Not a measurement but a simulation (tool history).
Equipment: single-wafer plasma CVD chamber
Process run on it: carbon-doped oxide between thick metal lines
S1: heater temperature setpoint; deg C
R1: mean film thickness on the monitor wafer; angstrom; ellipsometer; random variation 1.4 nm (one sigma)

run 1 hour=0.0 | S1=370 chamber_pressure_(Pa)=472 RF_power_(W)=390 deposition_time_(s)=158 | R1=5994.6
run 2 hour=3.8 | S1=373 chamber_pressure_(Pa)=435 RF_power_(W)=385 deposition_time_(s)=158 | R1=5834.5
run 3 hour=6.8 | S1=376 chamber_pressure_(Pa)=403 RF_power_(W)=380 deposition_time_(s)=158 | R1=5696.4
run 4 hour=12.9 | S1=384 chamber_pressure_(Pa)=403 RF_power_(W)=380 deposition_time_(s)=158 | R1=5609.7
run 5 hour=14.7 | S1=374 chamber_pressure_(Pa)=403 RF_power_(W)=380 deposition_time_(s)=158 | R1=5714.3
run 6 hour=19.9 | S1=376 chamber_pressure_(Pa)=376 RF_power_(W)=375 deposition_time_(s)=158 | R1=5592.1
run 7 hour=28.5 | S1=378 chamber_pressure_(Pa)=355 RF_power_(W)=370 deposition_time_(s)=158 | R1=5500.4
run 8 hour=36.0 | S1=387 chamber_pressure_(Pa)=284 RF_power_(W)=355 deposition_time_(s)=158 | R1=5136.5
run 9 hour=44.1 | S1=386 chamber_pressure_(Pa)=289 RF_power_(W)=355 deposition_time_(s)=158 | R1=5150.2

Expected results for the next run?
run 10 hour=45.6 | S1=385 chamber_pressure_(Pa)=293 RF_power_(W)=355 deposition_time_(s)=158 | R1=?

Run 10 produced R1 5169.8 angstrom.
